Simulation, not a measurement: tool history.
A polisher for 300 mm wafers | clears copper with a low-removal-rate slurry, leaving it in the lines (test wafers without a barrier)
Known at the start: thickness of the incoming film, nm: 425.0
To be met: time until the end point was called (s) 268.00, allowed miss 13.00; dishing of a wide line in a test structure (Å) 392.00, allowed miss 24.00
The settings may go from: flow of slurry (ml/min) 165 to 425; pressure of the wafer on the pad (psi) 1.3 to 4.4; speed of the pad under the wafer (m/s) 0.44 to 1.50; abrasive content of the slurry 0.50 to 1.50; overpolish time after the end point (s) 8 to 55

run  hour  flow of slurry (ml/min)  pressure of the wafer on the pad (psi)  speed of the pad under the wafer (m/s)  abrasive content of the slurry  overpolish time after the end point (s)  time until the end point was called (s)  dishing of a wide line in a test structure (Å)
  1   0.0                      275                                     2.8                                    0.96                            1.00                                       28                                   179.58                                          456.48
  2   8.9                      275                                     2.8                                    1.18                            1.00                                       28                                   143.64                                          524.00
  3  10.2                      275                                     3.5                                    1.18                            1.00                                       28                                   118.19                                          661.76
  4  12.6                      275                                     3.3                                    1.16                            1.00                                       29                                   126.64                                          604.76
  5  20.8                      275                                     3.3                                    1.16                            0.90                                       29                                   130.07                                          596.43
  6  25.9                      305                                     3.3                                    1.16                            0.90                                       29                                   126.90                                          596.06
  7  26.8                      305                                     3.1                                    1.14                            0.90                                       30                                   139.56                                          584.37
  8  30.9                      305                                     2.9                                    1.12                            0.90                                       31                                   147.95                                          548.51
  9  39.9                      300                                     2.1                                    0.94                            0.85                                       45                                   249.05                                          489.19
 10  47.3                      300                                     2.1                                    0.94                            0.85                                       44                                   257.04                                          479.43
 11  52.0                      300                                     2.1                                    0.94                            0.85                                       43                                   243.28                                          465.11
 12  55.7                      295                                     1.9                                    0.94                            0.85                                       42                                   279.10                                          419.56
 13  60.1                      300                                     1.9                                    0.94                            0.85                                       42                                   278.29                                          429.48
     67.4  -- slurry nozzle cleaned
 14  67.4                      300                                     1.9                                    0.94                            0.85                                       41                                   273.79                                          421.72

Which of these 4 next moves meets every target?
  A  74.7                      250                                     1.9                                    0.92                            0.95                                       31                                        ?                                               ?
  B  74.7                      330                                     1.8                                    1.12                            0.90                                       26                                        ?                                               ?
  C  74.7                      360                                     2.0                                    0.96                            0.95                                       33                                        ?                                               ?
  D  74.7                      295                                     2.2                                    0.80                            0.95                                       37                                        ?                                               ?

move  time until the end point was called (s)  dishing of a wide line in a test structure (Å)
   A                                   275.90                                          344.61
   B                                   238.16                                          335.03
   C                                   245.89                                          400.11
   D                                   271.16                                          408.94
A: takes the result that was furthest off past its target
B: takes the result that was furthest off past its target
C: brings the result that was furthest off to its target, and leaves another outside
D: meets every target
Move D is the one to make.
